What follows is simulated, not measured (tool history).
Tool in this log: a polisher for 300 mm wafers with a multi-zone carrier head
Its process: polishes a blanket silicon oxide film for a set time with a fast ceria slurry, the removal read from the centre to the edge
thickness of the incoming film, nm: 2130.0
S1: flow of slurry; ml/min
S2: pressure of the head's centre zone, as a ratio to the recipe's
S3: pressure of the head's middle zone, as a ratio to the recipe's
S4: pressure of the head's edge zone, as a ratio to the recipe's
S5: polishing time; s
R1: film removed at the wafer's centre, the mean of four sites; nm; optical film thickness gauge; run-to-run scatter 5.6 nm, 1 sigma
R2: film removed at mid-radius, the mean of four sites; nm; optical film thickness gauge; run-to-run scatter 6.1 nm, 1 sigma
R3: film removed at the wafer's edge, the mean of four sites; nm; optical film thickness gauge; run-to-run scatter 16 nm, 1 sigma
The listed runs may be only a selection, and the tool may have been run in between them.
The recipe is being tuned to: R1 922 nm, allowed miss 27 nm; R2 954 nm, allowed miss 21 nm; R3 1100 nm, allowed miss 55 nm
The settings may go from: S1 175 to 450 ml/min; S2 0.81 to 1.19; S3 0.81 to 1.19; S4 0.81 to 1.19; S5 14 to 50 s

run,hour,S1,S2,S3,S4,S5,R1,R2,R3
1,0,290,1,1,1,32,819.78,841.42,853.41
2,5.7,290,0.96,1,1,32,787.42,843.7,840.04
3,12.1,290,0.96,1,1.04,32,786.8,838.32,857.41
4,20.8,290,1.01,1,1.04,32,832.1,847.93,864.78
5,25.8,285,0.99,0.98,1.08,34,859.05,867.74,929.92
6,32.4,260,0.99,0.98,1.08,34,857.74,881.49,899.4
7,33.9,340,1,1.07,1.18,35,912.46,986.83,1008.8
8,37.8,355,0.98,1.04,1.18,36,919.45,1000.5,1025.9
9,42.3,355,0.98,1.04,1.18,36,913.14,994.23,1028.1
10,44.2,355,0.97,1,1.18,37,930.5,990.42,1066.6

Below are 4 possible settings for the next run. Only one of them brings all results inside the allowed miss of their targets. Which is it?
A,46.1,310,1.03,1.06,1.07,37,?,?,?
B,46.1,430,0.84,0.98,1.19,40,?,?,?
C,46.1,325,0.92,0.91,1.19,39,?,?,?
D,46.1,310,0.99,1,1.17,36,?,?,?

move,R1,R2,R3
A,985.35,1024.5,1005.1
B,890.72,1063.1,1154.2
C,929.99,953.9,1108.6
D,920.82,948.8,1012.3
A: its largest miss is bigger than the last run's
B: its largest miss is bigger than the last run's
C: all results land within tolerance of their targets
D: brings the result that was furthest off to its target, and leaves another outside
Go with C: it meets all targets.

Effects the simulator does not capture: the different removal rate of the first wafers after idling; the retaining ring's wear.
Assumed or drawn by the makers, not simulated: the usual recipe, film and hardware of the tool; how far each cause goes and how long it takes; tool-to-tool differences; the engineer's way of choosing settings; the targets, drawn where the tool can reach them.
